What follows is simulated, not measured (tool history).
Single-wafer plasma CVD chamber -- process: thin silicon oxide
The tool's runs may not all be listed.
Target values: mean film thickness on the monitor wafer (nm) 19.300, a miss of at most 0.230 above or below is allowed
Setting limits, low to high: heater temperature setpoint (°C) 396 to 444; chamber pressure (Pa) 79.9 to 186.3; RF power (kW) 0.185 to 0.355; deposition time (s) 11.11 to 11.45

run,hour,heater temperature setpoint (°C),chamber pressure (Pa),RF power (kW),deposition time (s),mean film thickness on the monitor wafer (nm)
1,0.0,420,133.1,0.270,11.11,22.086
2,2.9,420,153.3,0.270,11.11,23.924
3,5.9,420,139.3,0.270,11.11,22.719
4,13.2,415,139.3,0.270,11.11,22.817
5,21.0,417,129.2,0.270,11.11,21.809
# hour 21.9: thermocouple changed; heater temperature recalibrated
6,21.9,417,137.3,0.270,11.11,22.521
7,25.9,417,127.5,0.270,11.11,21.661
8,34.4,417,100.8,0.270,11.11,18.365

Exercise: of the 5 proposed moves below, exactly one satisfies all targets within the stated allowed misses. Which move is it?
A,42.9,419,83.5,0.285,11.45,?
B,42.9,419,90.3,0.275,11.11,?
C,42.9,419,97.5,0.290,11.45,?
D,42.9,414,103.3,0.245,11.11,?
E,42.9,414,97.1,0.260,11.11,?

move,mean film thickness on the monitor wafer (nm)
A,16.830
B,17.008
C,19.229
D,17.500
E,17.412
A: further off than the last run
B: further off than the last run
C: meets every target
D: further off than the last run
E: further off than the last run
Move C is the one to make.

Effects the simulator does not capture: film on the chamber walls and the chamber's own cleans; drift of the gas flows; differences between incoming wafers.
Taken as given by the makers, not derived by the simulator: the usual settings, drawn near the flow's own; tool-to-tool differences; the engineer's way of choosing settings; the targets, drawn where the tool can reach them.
